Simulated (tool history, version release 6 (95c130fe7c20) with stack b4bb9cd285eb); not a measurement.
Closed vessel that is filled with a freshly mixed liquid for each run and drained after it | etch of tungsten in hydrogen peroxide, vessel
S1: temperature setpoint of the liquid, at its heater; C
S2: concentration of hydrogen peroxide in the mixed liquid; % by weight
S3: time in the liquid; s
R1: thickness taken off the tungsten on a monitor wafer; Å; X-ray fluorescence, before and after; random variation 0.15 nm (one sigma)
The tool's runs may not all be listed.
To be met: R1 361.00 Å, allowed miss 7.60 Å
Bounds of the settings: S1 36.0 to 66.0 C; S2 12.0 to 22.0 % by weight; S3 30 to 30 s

| run | day | S1 | S2 | S3 | R1 |
|---|---|---|---|---|---|
| 1 | 0.000 | 52.0 | 15.0 | 30 | 270.62 |
| 2 | 0.275 | 52.0 | 15.0 | 30 | 272.03 |
| 3 | 0.646 | 53.0 | 15.0 | 30 | 288.49 |
| 4 | 0.762 | 53.5 | 15.0 | 30 | 295.90 |
| 5 | 0.850 | 53.5 | 15.0 | 30 | 297.24 |
|  | 1.000 | peroxide flow meter replaced |
| 6 | 1.000 | 54.0 | 15.0 | 30 | 291.29 |
| 7 | 1.117 | 55.0 | 15.0 | 30 | 310.29 |
| 8 | 1.321 | 55.0 | 15.0 | 30 | 309.75 |
| 9 | 1.371 | 58.0 | 15.0 | 30 | 368.84 |

Which of these 5 next moves meets every target?
| A | 1.421 | 56.5 | 16.0 | 30 | ? |
| B | 1.421 | 58.0 | 12.5 | 30 | ? |
| C | 1.421 | 56.5 | 15.0 | 30 | ? |
| D | 1.421 | 58.5 | 12.5 | 30 | ? |
| E | 1.421 | 57.5 | 15.0 | 30 | ? |

| move | R1 |
|---|---|
| A | 350.38 |
| B | 338.08 |
| C | 339.25 |
| D | 348.05 |
| E | 359.71 |
A: takes the result that was furthest off past its target
B: takes the result that was furthest off past its target
C: takes the result that was furthest off past its target
D: takes the result that was furthest off past its target
E: meets every target
Answer: E

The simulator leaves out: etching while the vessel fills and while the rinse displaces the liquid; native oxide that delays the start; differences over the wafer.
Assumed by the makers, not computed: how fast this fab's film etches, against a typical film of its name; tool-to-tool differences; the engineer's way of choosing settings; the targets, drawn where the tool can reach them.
